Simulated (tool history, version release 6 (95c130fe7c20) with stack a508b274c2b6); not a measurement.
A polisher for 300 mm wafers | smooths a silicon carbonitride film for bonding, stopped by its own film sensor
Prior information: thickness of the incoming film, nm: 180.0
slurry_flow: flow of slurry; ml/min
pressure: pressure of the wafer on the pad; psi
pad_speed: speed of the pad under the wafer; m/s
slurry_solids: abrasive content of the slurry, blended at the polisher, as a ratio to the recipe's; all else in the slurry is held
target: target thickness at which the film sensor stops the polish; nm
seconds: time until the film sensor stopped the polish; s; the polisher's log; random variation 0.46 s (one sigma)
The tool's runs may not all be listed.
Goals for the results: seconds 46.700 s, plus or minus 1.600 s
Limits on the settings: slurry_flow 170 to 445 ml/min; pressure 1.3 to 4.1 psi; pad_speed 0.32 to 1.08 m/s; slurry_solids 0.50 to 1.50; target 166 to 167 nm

run 1 hour=0.0 | slurry_flow=285 pressure=2.7 pad_speed=0.70 slurry_solids=1.00 target=166 | seconds=59.062
run 2 hour=1.6 | slurry_flow=285 pressure=2.7 pad_speed=0.62 slurry_solids=1.00 target=166 | seconds=63.993
run 3 hour=10.3 | slurry_flow=285 pressure=2.9 pad_speed=0.62 slurry_solids=1.00 target=166 | seconds=61.021
run 4 hour=12.8 | slurry_flow=285 pressure=3.1 pad_speed=0.62 slurry_solids=1.00 target=166 | seconds=57.660
run 5 hour=18.2 | slurry_flow=285 pressure=3.3 pad_speed=0.62 slurry_solids=1.00 target=166 | seconds=56.297
run 6 hour=24.5 | slurry_flow=285 pressure=3.5 pad_speed=0.62 slurry_solids=1.00 target=166 | seconds=52.497
run 7 hour=32.4 | slurry_flow=285 pressure=3.6 pad_speed=0.62 slurry_solids=1.00 target=166 | seconds=52.095
run 8 hour=38.7 | slurry_flow=285 pressure=3.7 pad_speed=0.62 slurry_solids=1.00 target=166 | seconds=51.394
run 9 hour=42.5 | slurry_flow=285 pressure=3.8 pad_speed=0.62 slurry_solids=1.00 target=166 | seconds=50.258
run 10 hour=45.4 | slurry_flow=285 pressure=3.9 pad_speed=0.62 slurry_solids=1.00 target=166 | seconds=49.545
run 11 hour=50.3 | slurry_flow=285 pressure=4.0 pad_speed=0.62 slurry_solids=1.00 target=166 | seconds=49.441

Which of these 4 next moves meets every target?
run A hour=55.2 | slurry_flow=285 pressure=3.9 pad_speed=0.54 slurry_solids=1.00 target=166 | seconds=?
run B hour=55.2 | slurry_flow=280 pressure=4.0 pad_speed=0.58 slurry_solids=1.00 target=166 | seconds=?
run C hour=55.2 | slurry_flow=340 pressure=3.9 pad_speed=0.48 slurry_solids=1.05 target=167 | seconds=?
run D hour=55.2 | slurry_flow=295 pressure=3.6 pad_speed=0.66 slurry_solids=1.00 target=167 | seconds=?

move=A seconds=54.585
move=B seconds=50.700
move=C seconds=53.797
move=D seconds=45.574
A: its largest miss is bigger than the last run's
B: its largest miss is bigger than the last run's
C: its largest miss is bigger than the last run's
D: each result inside its tolerance
Correct choice: D, which meets every target

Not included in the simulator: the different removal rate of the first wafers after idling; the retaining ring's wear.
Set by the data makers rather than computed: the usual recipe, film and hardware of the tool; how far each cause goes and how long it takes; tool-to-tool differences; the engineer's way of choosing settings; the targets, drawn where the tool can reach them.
